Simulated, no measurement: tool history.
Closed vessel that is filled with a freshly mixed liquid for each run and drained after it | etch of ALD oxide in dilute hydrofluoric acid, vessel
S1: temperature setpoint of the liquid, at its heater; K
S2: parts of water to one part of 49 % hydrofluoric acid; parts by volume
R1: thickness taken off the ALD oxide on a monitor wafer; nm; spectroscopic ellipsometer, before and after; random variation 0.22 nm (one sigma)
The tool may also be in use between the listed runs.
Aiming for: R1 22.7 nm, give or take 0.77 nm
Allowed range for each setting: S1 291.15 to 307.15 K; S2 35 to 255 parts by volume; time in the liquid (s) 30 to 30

{"run": 1, "hour": 0.0, "S1": 299.15, "S2": 145, "time in the liquid (s)": 30, "R1": 7.7204}
{"run": 2, "hour": 7.6, "S1": 296.65, "S2": 145, "time in the liquid (s)": 30, "R1": 6.943}
{"run": 3, "hour": 12.0, "S1": 300.15, "S2": 110, "time in the liquid (s)": 30, "R1": 11.044}
{"run": 4, "hour": 19.6, "S1": 302.15, "S2": 95, "time in the liquid (s)": 30, "R1": 13.787}
{"run": 5, "hour": 23.4, "S1": 305.15, "S2": 95, "time in the liquid (s)": 30, "R1": 15.69}
{"run": 6, "hour": 31.5, "S1": 305.65, "S2": 85, "time in the liquid (s)": 30, "R1": 17.791}
{"run": 7, "hour": 37.3, "S1": 306.15, "S2": 80, "time in the liquid (s)": 30, "R1": 19.636}
{"run": 8, "hour": 43.5, "S1": 306.65, "S2": 75, "time in the liquid (s)": 30, "R1": 21.254}

Of the 4 settings listed for the next run, only one would bring every result within its allowed miss of target. Which one?
{"run": "A", "hour": 49.7, "S1": 303.15, "S2": 70, "time in the liquid (s)": 30, "R1": "?"}
{"run": "B", "hour": 49.7, "S1": 307.15, "S2": 80, "time in the liquid (s)": 30, "R1": "?"}
{"run": "C", "hour": 49.7, "S1": 306.15, "S2": 70, "time in the liquid (s)": 30, "R1": "?"}
{"run": "D", "hour": 49.7, "S1": 306.15, "S2": 75, "time in the liquid (s)": 30, "R1": "?"}

move=A R1=20.139
move=B R1=20.174
move=C R1=22.572
move=D R1=20.901
A: further off than the last run
B: further off than the last run
C: every result within its allowed miss
D: further off than the last run
Go with C: it meets all targets.
